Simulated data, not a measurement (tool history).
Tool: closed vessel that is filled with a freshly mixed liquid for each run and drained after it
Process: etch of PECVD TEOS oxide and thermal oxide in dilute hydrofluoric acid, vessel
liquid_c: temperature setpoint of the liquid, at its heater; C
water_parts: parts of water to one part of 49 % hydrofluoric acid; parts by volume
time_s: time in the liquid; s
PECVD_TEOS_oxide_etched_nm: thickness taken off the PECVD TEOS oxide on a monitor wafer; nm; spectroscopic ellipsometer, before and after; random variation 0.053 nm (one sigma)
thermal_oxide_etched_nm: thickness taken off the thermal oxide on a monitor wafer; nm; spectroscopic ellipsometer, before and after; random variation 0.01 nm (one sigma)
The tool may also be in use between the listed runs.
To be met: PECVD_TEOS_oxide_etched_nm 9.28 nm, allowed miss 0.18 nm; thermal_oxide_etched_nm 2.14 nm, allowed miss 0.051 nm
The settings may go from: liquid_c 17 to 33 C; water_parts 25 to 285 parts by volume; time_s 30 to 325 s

run	hour	liquid_c	water_parts	time_s	PECVD_TEOS_oxide_etched_nm	thermal_oxide_etched_nm
1	0	25	155	165	21.402	5.0283
2	9.3	22.5	175	165	17.12	3.9455
3	12.7	21.5	195	165	14.496	3.3094
4	21	20.5	210	165	12.824	2.9105
5	27.9	22	210	165	13.576	3.1068
6	35.8	25	210	165	15.058	3.4864
7	41.4	23	220	165	13.301	3.0373
8	43.2	21.5	225	165	12.124	2.8104

Which of these 4 next moves meets every target?
A	45	20.5	280	180	?	?
B	45	17	165	100	?	?
C	45	19.5	230	140	?	?
D	45	17	200	125	?	?

move	PECVD_TEOS_oxide_etched_nm	thermal_oxide_etched_nm
A	9.8331	2.2612
B	8.9342	2.0545
C	9.3612	2.1527
D	8.9381	2.0554
A: nearer than the last run, and not there yet
B: takes the result that was furthest off past its target
C: meets every target
D: takes the result that was furthest off past its target
The right move is C.

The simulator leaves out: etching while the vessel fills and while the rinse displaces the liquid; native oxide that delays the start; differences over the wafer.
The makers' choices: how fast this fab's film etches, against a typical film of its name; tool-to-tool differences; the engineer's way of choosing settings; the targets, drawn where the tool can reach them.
